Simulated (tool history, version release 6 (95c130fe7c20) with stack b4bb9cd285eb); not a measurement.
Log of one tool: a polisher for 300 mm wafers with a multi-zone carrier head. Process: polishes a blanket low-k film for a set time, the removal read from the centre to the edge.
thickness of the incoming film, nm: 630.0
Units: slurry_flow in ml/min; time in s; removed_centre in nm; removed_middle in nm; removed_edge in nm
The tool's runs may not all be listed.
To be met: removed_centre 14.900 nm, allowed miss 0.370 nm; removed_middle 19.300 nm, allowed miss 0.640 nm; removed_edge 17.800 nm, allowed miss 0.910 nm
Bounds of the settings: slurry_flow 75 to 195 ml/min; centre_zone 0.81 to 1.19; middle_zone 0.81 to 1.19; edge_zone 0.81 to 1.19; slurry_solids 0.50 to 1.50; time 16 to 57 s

run 1 hour=0.0 | slurry_flow=125 centre_zone=1.00 middle_zone=1.00 edge_zone=1.00 slurry_solids=1.00 time=36 | removed_centre=15.874 removed_middle=15.487 removed_edge=15.818
run 2 hour=1.4 | slurry_flow=125 centre_zone=1.00 middle_zone=1.06 edge_zone=1.00 slurry_solids=1.00 time=36 | removed_centre=15.849 removed_middle=16.044 removed_edge=15.207
run 3 hour=3.4 | slurry_flow=125 centre_zone=1.00 middle_zone=1.06 edge_zone=1.00 slurry_solids=1.00 time=42 | removed_centre=18.655 removed_middle=19.037 removed_edge=17.746
run 4 hour=6.9 | slurry_flow=125 centre_zone=1.00 middle_zone=1.06 edge_zone=1.06 slurry_solids=1.00 time=42 | removed_centre=18.360 removed_middle=18.800 removed_edge=18.386
run 5 hour=14.7 | slurry_flow=115 centre_zone=0.97 middle_zone=1.08 edge_zone=1.07 slurry_solids=1.00 time=42 | removed_centre=17.385 removed_middle=18.576 removed_edge=18.288
run 6 hour=16.1 | slurry_flow=110 centre_zone=0.95 middle_zone=1.10 edge_zone=1.07 slurry_solids=1.00 time=42 | removed_centre=16.840 removed_middle=18.820 removed_edge=18.477
run 7 hour=16.9 | slurry_flow=105 centre_zone=0.94 middle_zone=1.12 edge_zone=1.06 slurry_solids=1.00 time=42 | removed_centre=16.585 removed_middle=18.803 removed_edge=17.900
run 8 hour=22.4 | slurry_flow=105 centre_zone=0.94 middle_zone=1.12 edge_zone=1.06 slurry_solids=1.00 time=42 | removed_centre=16.487 removed_middle=19.069 removed_edge=18.152
run 9 hour=28.1 | slurry_flow=100 centre_zone=0.93 middle_zone=1.13 edge_zone=1.06 slurry_solids=1.00 time=42 | removed_centre=15.933 removed_middle=18.937 removed_edge=17.677
run 10 hour=32.9 | slurry_flow=95 centre_zone=0.92 middle_zone=1.14 edge_zone=1.06 slurry_solids=1.00 time=42 | removed_centre=15.590 removed_middle=18.579 removed_edge=18.033
run 11 hour=35.5 | slurry_flow=95 centre_zone=0.91 middle_zone=1.15 edge_zone=1.05 slurry_solids=1.00 time=42 | removed_centre=15.426 removed_middle=18.900 removed_edge=18.122
run 12 hour=43.0 | slurry_flow=95 centre_zone=0.91 middle_zone=1.16 edge_zone=1.04 slurry_solids=1.00 time=42 | removed_centre=15.598 removed_middle=19.003 removed_edge=17.496

4 next moves are on the table. One of them brings every result within its allowed miss. Which?
run A hour=50.5 | slurry_flow=110 centre_zone=0.85 middle_zone=1.16 edge_zone=1.06 slurry_solids=0.95 time=42 | removed_centre=? removed_middle=? removed_edge=?
run B hour=50.5 | slurry_flow=95 centre_zone=0.91 middle_zone=1.15 edge_zone=1.02 slurry_solids=0.85 time=46 | removed_centre=? removed_middle=? removed_edge=?
run C hour=50.5 | slurry_flow=130 centre_zone=0.95 middle_zone=1.16 edge_zone=1.05 slurry_solids=0.85 time=38 | removed_centre=? removed_middle=? removed_edge=?
run D hour=50.5 | slurry_flow=100 centre_zone=0.84 middle_zone=1.19 edge_zone=1.10 slurry_solids=0.95 time=42 | removed_centre=? removed_middle=? removed_edge=?

move=A removed_centre=14.757 removed_middle=19.484 removed_edge=17.636
move=B removed_centre=15.715 removed_middle=19.352 removed_edge=17.567
move=C removed_centre=14.958 removed_middle=17.538 removed_edge=15.610
move=D removed_centre=14.130 removed_middle=19.378 removed_edge=17.626
A: meets every target
B: further off than the last run
C: brings the result that was furthest off to its target, and leaves another outside
D: takes the result that was furthest off past its target
The right move is A.
